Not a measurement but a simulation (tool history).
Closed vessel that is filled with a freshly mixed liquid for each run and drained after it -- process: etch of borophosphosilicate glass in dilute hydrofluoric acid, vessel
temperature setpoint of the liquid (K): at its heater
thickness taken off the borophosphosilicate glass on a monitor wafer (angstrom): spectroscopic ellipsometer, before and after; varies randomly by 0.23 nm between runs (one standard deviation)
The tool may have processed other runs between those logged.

run,hour,temperature setpoint of the liquid (K),parts of water to one part of 49 % hydrofluoric acid (parts by volume),time in the liquid (s),thickness taken off the borophosphosilicate glass on a monitor wafer (angstrom)
1,0.0,299.15,105,100,366.02
2,7.2,301.15,95,100,441.07
3,8.2,301.15,115,100,356.67
4,16.7,301.15,115,100,356.46
5,22.0,302.65,105,100,415.04
6,23.0,302.65,105,100,419.07
7,31.2,303.65,95,100,484.97
8,38.5,304.65,90,100,538.03

The next listed run, before its measurement:
9,46.8,305.15,85,100,?

Logged for run 9: thickness taken off the borophosphosilicate glass on a monitor wafer (angstrom) 580.24.
